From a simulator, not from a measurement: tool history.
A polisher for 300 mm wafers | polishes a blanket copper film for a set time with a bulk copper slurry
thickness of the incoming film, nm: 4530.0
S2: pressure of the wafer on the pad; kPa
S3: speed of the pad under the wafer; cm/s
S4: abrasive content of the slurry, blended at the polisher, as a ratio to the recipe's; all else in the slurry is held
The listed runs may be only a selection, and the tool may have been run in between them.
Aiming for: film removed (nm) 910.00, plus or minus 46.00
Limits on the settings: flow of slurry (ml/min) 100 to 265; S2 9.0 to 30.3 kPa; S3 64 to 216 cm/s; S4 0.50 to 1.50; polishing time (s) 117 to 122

{"run": 1, "hour": 0.0, "flow of slurry (ml/min)": 170, "S2": 19.3, "S3": 140, "S4": 1.0, "polishing time (s)": 117, "film removed (nm)": 1761.2}
{"run": 2, "hour": 4.2, "flow of slurry (ml/min)": 170, "S2": 16.5, "S3": 136, "S4": 1.0, "polishing time (s)": 117, "film removed (nm)": 1480.6}
{"run": 3, "hour": 6.3, "flow of slurry (ml/min)": 170, "S2": 11.7, "S3": 136, "S4": 1.0, "polishing time (s)": 117, "film removed (nm)": 1186.9}
{"run": 4, "hour": 9.8, "flow of slurry (ml/min)": 170, "S2": 11.7, "S3": 136, "S4": 1.0, "polishing time (s)": 122, "film removed (nm)": 1239.6}
{"run": 5, "hour": 10.7, "flow of slurry (ml/min)": 170, "S2": 13.8, "S3": 136, "S4": 1.0, "polishing time (s)": 122, "film removed (nm)": 1379.8}
{"run": 6, "hour": 12.6, "flow of slurry (ml/min)": 170, "S2": 12.4, "S3": 130, "S4": 1.0, "polishing time (s)": 122, "film removed (nm)": 1258.8}
{"run": 7, "hour": 16.6, "flow of slurry (ml/min)": 170, "S2": 11.7, "S3": 124, "S4": 1.0, "polishing time (s)": 122, "film removed (nm)": 1158.6}
{"run": 8, "hour": 22.4, "flow of slurry (ml/min)": 170, "S2": 11.0, "S3": 120, "S4": 1.0, "polishing time (s)": 122, "film removed (nm)": 1086.3}
{"run": 9, "hour": 25.2, "flow of slurry (ml/min)": 170, "S2": 10.3, "S3": 118, "S4": 1.0, "polishing time (s)": 122, "film removed (nm)": 999.78}
{"run": 10, "hour": 31.6, "flow of slurry (ml/min)": 170, "S2": 10.3, "S3": 118, "S4": 1.0, "polishing time (s)": 122, "film removed (nm)": 1027.2}

Of the 4 settings listed for the next run, only one would bring every result within its allowed miss of target. Which one?
{"run": "A", "hour": 38.0, "flow of slurry (ml/min)": 170, "S2": 11.0, "S3": 144, "S4": 1.05, "polishing time (s)": 122, "film removed (nm)": "?"}
{"run": "B", "hour": 38.0, "flow of slurry (ml/min)": 115, "S2": 13.8, "S3": 130, "S4": 1.1, "polishing time (s)": 122, "film removed (nm)": "?"}
{"run": "C", "hour": 38.0, "flow of slurry (ml/min)": 205, "S2": 9.7, "S3": 130, "S4": 0.85, "polishing time (s)": 119, "film removed (nm)": "?"}
{"run": "D", "hour": 38.0, "flow of slurry (ml/min)": 210, "S2": 9.0, "S3": 112, "S4": 1.3, "polishing time (s)": 117, "film removed (nm)": "?"}

move=A film_removed_(nm)=1282.00
move=B film_removed_(nm)=1246.30
move=C film_removed_(nm)=1023.60
move=D film_removed_(nm)=926.15
A: the biggest miss grows against the last run
B: the biggest miss grows against the last run
C: about the same distance from the targets as the last run
D: meets every target
Move D is the one to make.
